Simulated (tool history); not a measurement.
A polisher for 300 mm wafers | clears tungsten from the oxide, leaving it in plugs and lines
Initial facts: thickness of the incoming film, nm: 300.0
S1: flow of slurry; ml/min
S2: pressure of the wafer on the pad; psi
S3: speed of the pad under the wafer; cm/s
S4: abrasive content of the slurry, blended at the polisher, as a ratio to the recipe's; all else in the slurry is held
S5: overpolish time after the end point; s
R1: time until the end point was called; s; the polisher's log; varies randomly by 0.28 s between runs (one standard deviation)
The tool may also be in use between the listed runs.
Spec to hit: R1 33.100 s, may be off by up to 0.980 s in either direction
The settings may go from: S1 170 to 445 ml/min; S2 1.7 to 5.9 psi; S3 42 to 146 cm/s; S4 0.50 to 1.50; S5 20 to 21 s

run  hour   S1   S2   S3    S4  S5      R1
  1   0.0  285  3.8   94  1.00  20  65.580
  2   5.6  285  3.8   76  1.00  20  81.615
  3  12.1  285  4.4   84  1.00  20  65.909
  4  14.7  285  4.4   94  1.00  20  59.188
  5  15.3  285  4.8  102  1.00  20  50.717
  6  18.9  285  4.8   80  1.00  20  63.732
  7  23.2  290  5.1   92  1.00  20  51.782
  8  26.7  300  5.3   98  1.00  20  47.649
  9  34.7  300  5.5  104  1.00  20  43.965
 10  35.5  300  5.5  104  1.00  20  43.319
 11  43.7  300  5.6  110  1.00  20  40.409
 12  48.1  300  5.6  110  1.00  20  40.825
 13  48.9  300  5.6  110  1.00  20  40.197
 14  57.6  300  5.7  114  1.00  20  37.999
 15  61.0  305  5.9  124  1.00  20  34.687

Below are 5 possible settings for the next run. Only one of them brings all results inside the allowed miss of their targets. Which is it?
  A  64.4  330  5.9  132  1.10  20   ?
  B  64.4  290  5.8  132  0.95  20   ?
  C  64.4  360  5.9  134  1.05  21   ?
  D  64.4  285  5.8  142  1.10  20   ?
  E  64.4  285  5.9  134  1.05  20   ?

move      R1
   A  31.656
   B  33.563
   C  31.276
   D  30.351
   E  31.947
A: moves the result that the last run missed by most past its target, out the other side
B: hits every target within its allowed miss
C: moves the result that the last run missed by most past its target, out the other side
D: moves the result that the last run missed by most past its target, out the other side
E: moves the result that the last run missed by most past its target, out the other side
Go with B: it meets all targets.
